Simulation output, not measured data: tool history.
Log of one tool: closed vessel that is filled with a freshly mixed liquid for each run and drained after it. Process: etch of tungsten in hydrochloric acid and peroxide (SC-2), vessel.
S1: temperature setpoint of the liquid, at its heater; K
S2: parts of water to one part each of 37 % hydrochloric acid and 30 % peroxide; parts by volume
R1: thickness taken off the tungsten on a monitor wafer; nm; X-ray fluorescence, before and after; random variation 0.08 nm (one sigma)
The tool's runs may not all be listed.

{"run": 1, "day": 0.0, "S1": 331.15, "S2": 8.5, "time in the liquid (s)": 30, "R1": 6.9542}
{"run": 2, "day": 0.029, "S1": 331.15, "S2": 7.5, "time in the liquid (s)": 30, "R1": 7.6949}
{"run": 3, "day": 0.329, "S1": 332.15, "S2": 7.5, "time in the liquid (s)": 30, "R1": 8.1433}
{"run": 4, "day": 0.421, "S1": 328.15, "S2": 7.5, "time in the liquid (s)": 30, "R1": 6.212}
{"run": 5, "day": 0.488, "S1": 328.15, "S2": 10, "time in the liquid (s)": 30, "R1": 5.0026}
{"run": 6, "day": 0.779, "S1": 328.15, "S2": 10, "time in the liquid (s)": 30, "R1": 5.071}
{"run": 7, "day": 0.808, "S1": 330.15, "S2": 10, "time in the liquid (s)": 30, "R1": 5.7352}
{"run": 8, "day": 0.917, "S1": 331.65, "S2": 10, "time in the liquid (s)": 30, "R1": 6.2186}

The next listed run, before its measurement:
{"run": 9, "day": 1.062, "S1": 333.15, "S2": 10, "time in the liquid (s)": 30, "R1": "?"}

{"run 9": {"R1": 6.9995}}
